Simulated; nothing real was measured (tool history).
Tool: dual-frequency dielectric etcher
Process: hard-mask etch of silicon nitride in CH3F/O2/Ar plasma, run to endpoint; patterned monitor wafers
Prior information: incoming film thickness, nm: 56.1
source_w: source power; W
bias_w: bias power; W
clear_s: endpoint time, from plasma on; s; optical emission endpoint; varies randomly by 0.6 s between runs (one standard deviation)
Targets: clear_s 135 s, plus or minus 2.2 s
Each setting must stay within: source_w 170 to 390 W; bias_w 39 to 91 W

run  hour  source_w  bias_w  clear_s
  1     0       280      65   108.43
  2   2.8       250      60   117.62
  3   8.5       250      66   112.98
  4  12.1       220      63   121.01
  5  14.6       250      63   114.97
  6  19.2       220      61   122.92
  7  27.7       200      60   129.73
  8  32.9       190      60   131.78

Exercise: of the 4 proposed moves below, exactly one satisfies all targets within the stated allowed misses. Which move is it?
  A  38.1       170      63        ?
  B  38.1       200      63        ?
  C  38.1       180      65        ?
  D  38.1       200      58        ?

move  clear_s
   A   136.23
   B    127.2
   C   131.42
   D   131.13
A: in spec on every target
B: lands further from the targets than the last run did
C: lands further from the targets than the last run did
D: lands further from the targets than the last run did
A is the move that brings every result within its allowed miss.
